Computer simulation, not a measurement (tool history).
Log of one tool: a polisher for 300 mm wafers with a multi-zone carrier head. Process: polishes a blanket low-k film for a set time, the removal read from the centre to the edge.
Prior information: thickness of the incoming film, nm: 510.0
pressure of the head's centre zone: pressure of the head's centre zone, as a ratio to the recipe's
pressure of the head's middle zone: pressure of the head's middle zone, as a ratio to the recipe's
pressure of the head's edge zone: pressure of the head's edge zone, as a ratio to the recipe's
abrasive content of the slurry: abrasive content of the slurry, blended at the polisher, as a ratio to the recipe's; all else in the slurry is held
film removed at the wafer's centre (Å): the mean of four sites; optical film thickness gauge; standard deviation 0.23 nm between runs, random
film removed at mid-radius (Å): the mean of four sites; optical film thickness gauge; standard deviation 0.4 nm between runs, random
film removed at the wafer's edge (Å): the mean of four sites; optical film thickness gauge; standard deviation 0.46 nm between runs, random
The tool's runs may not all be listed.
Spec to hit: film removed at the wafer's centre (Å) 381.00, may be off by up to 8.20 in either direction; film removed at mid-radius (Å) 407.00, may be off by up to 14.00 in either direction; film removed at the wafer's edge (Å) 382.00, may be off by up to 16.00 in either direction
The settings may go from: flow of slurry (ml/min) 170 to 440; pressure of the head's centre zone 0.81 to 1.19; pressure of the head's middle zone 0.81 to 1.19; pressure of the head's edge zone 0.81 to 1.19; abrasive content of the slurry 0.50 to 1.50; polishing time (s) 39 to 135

| run | hour | flow of slurry (ml/min) | pressure of the head's centre zone | pressure of the head's middle zone | pressure of the head's edge zone | abrasive content of the slurry | polishing time (s) | film removed at the wafer's centre (Å) | film removed at mid-radius (Å) | film removed at the wafer's edge (Å) |
|---|---|---|---|---|---|---|---|---|---|---|
| 1 | 0.0 | 280 | 1.00 | 1.00 | 1.00 | 1.00 | 87 | 452.56 | 434.27 | 411.46 |
| 2 | 2.5 | 280 | 1.00 | 1.08 | 1.00 | 1.00 | 87 | 449.94 | 452.84 | 417.86 |
| 3 | 4.0 | 280 | 1.00 | 1.08 | 1.00 | 1.00 | 103 | 534.29 | 545.29 | 498.62 |
| 4 | 6.1 | 270 | 0.96 | 1.04 | 0.97 | 0.90 | 103 | 494.29 | 496.88 | 464.05 |
|  | 10.3 | centre zone pressure recalibrated |
| 5 | 10.3 | 270 | 0.96 | 1.12 | 0.97 | 0.90 | 103 | 465.23 | 538.15 | 458.24 |
| 6 | 14.5 | 260 | 0.94 | 1.08 | 0.95 | 0.85 | 103 | 451.72 | 507.22 | 450.50 |
| 7 | 21.0 | 260 | 0.88 | 0.99 | 0.85 | 0.60 | 102 | 365.29 | 396.10 | 349.76 |
| 8 | 23.5 | 270 | 0.88 | 0.99 | 0.88 | 0.60 | 102 | 365.66 | 399.31 | 370.27 |
| 9 | 28.4 | 280 | 0.89 | 0.99 | 0.88 | 0.60 | 102 | 368.84 | 396.32 | 370.89 |

5 next moves are on the table. One of them brings every result within its allowed miss. Which?
| A | 33.3 | 340 | 0.83 | 0.95 | 0.98 | 0.70 | 94 | ? | ? | ? |
| B | 33.3 | 290 | 0.86 | 0.93 | 0.94 | 0.50 | 111 | ? | ? | ? |
| C | 33.3 | 275 | 0.97 | 1.03 | 0.89 | 0.65 | 95 | ? | ? | ? |
| D | 33.3 | 260 | 0.85 | 0.94 | 0.84 | 0.65 | 104 | ? | ? | ? |
| E | 33.3 | 210 | 0.84 | 1.05 | 0.83 | 0.80 | 87 | ? | ? | ? |

| move | film removed at the wafer's centre (Å) | film removed at mid-radius (Å) | film removed at the wafer's edge (Å) |
|---|---|---|---|
| A | 359.60 | 388.31 | 387.10 |
| B | 362.85 | 377.46 | 377.18 |
| C | 379.42 | 398.08 | 357.36 |
| D | 380.38 | 402.45 | 381.00 |
| E | 340.64 | 398.28 | 343.69 |
A: misses by more than the last run did
B: misses by more than the last run did
C: corrects the largest miss of the last run, while another result sits out of spec
D: all results in spec
E: misses by more than the last run did
The right move is D.

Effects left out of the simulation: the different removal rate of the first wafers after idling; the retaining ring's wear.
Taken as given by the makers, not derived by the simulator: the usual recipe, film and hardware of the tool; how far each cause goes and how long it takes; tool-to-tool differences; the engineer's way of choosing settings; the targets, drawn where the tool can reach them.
